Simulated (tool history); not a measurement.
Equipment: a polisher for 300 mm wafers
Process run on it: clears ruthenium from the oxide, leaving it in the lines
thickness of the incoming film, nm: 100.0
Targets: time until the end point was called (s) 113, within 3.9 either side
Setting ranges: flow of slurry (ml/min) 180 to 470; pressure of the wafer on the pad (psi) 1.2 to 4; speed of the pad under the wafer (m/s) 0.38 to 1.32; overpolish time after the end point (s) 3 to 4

| run | hour | flow of slurry (ml/min) | pressure of the wafer on the pad (psi) | speed of the pad under the wafer (m/s) | overpolish time after the end point (s) | time until the end point was called (s) |
|---|---|---|---|---|---|---|
| 1 | 0 | 300 | 2.6 | 0.84 | 4 | 75.922 |
| 2 | 3.8 | 300 | 2.9 | 0.84 | 4 | 70.034 |
| 3 | 5.1 | 300 | 2.7 | 0.84 | 4 | 74.714 |
| 4 | 7 | 300 | 2.5 | 0.84 | 4 | 80.983 |
|  | 12.1 | slurry nozzle cleaned |
| 5 | 12.1 | 300 | 2.5 | 0.72 | 4 | 87.371 |
| 6 | 15.8 | 300 | 2.4 | 0.72 | 4 | 89.872 |
| 7 | 18.5 | 300 | 2.3 | 0.72 | 4 | 91.244 |
| 8 | 23.2 | 300 | 2.2 | 0.72 | 4 | 98.743 |
| 9 | 31.3 | 300 | 2.1 | 0.72 | 4 | 99.871 |
| 10 | 37.4 | 300 | 2 | 0.72 | 4 | 105.69 |
| 11 | 42.4 | 300 | 1.8 | 0.72 | 4 | 117.88 |

Exercise: of the 4 proposed moves below, exactly one satisfies all targets within the stated allowed misses. Which move is it?
| A | 47.4 | 300 | 1.9 | 0.72 | 3 | ? |
| B | 47.4 | 310 | 1.7 | 0.72 | 4 | ? |
| C | 47.4 | 265 | 1.7 | 0.74 | 3 | ? |
| D | 47.4 | 355 | 1.5 | 0.92 | 4 | ? |

| move | time until the end point was called (s) |
|---|---|
| A | 111.76 |
| B | 124 |
| C | 123.66 |
| D | 119.62 |
A: every result lands within tolerance
B: moves away from the targets compared with the last run
C: moves away from the targets compared with the last run
D: moves away from the targets compared with the last run
A is the move that brings every result within its allowed miss.

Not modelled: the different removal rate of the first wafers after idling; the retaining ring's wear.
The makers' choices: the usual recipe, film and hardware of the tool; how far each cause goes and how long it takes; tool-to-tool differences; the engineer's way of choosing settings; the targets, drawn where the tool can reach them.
